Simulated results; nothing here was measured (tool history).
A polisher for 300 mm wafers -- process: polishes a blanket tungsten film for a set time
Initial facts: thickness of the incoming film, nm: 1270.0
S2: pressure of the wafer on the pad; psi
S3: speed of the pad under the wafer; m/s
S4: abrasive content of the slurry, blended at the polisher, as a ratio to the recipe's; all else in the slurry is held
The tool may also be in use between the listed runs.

Run 1, day 0: flow of slurry (ml/min) 245, S2 3.8 psi, S3 1.26 m/s, S4 1, polishing time (s) 56. Result: film removed (Å) 3109.6.
Run 2, day 0.079: flow of slurry (ml/min) 245, S2 3.8 psi, S3 1.06 m/s, S4 1, polishing time (s) 56. Result: film removed (Å) 2625.
Run 3, day 0.388: flow of slurry (ml/min) 245, S2 3.9 psi, S3 1.06 m/s, S4 1, polishing time (s) 56. Result: film removed (Å) 2700.4.
Run 4, day 0.538: flow of slurry (ml/min) 245, S2 3.5 psi, S3 1.06 m/s, S4 1, polishing time (s) 56. Result: film removed (Å) 2487.3.
Run 5, day 0.867: flow of slurry (ml/min) 245, S2 3.7 psi, S3 1.06 m/s, S4 1, polishing time (s) 56. Result: film removed (Å) 2579.5.
Run 6, day 1.1: flow of slurry (ml/min) 245, S2 3.9 psi, S3 1.06 m/s, S4 1, polishing time (s) 56. Result: film removed (Å) 2670.2.
Run 7, day 1.158: flow of slurry (ml/min) 245, S2 4.1 psi, S3 1.06 m/s, S4 1, polishing time (s) 56. Result: film removed (Å) 2785.4.

Expected results for the next run?
Run 8, day 1.225: flow of slurry (ml/min) 245, S2 4.2 psi, S3 1.06 m/s, S4 1, polishing time (s) 56. Result: film removed (Å) ?.

film removed (Å): 2798.2

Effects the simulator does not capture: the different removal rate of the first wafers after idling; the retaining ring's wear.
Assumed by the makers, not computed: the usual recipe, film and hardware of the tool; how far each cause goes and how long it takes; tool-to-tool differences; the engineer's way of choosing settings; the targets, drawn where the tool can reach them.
